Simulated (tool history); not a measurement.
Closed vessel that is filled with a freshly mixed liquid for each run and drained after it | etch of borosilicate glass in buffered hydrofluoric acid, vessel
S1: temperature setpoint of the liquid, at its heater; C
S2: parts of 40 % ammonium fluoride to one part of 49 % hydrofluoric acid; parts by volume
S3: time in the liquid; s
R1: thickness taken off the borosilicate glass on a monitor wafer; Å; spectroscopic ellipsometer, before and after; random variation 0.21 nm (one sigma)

run,hour,S1,S2,S3,R1
1,0,23,17,30,221.81
2,5.7,23,15,30,247.23
3,10.7,23,10,30,372.3
4,13,23,13,30,284.25
5,21.4,23,13,30,287.89
6,22.2,23,8,30,456.55

Run 7 comes next. What will it give?
7,23.2,19,8,30,?

Run 7 gave R1 367.2 Å.

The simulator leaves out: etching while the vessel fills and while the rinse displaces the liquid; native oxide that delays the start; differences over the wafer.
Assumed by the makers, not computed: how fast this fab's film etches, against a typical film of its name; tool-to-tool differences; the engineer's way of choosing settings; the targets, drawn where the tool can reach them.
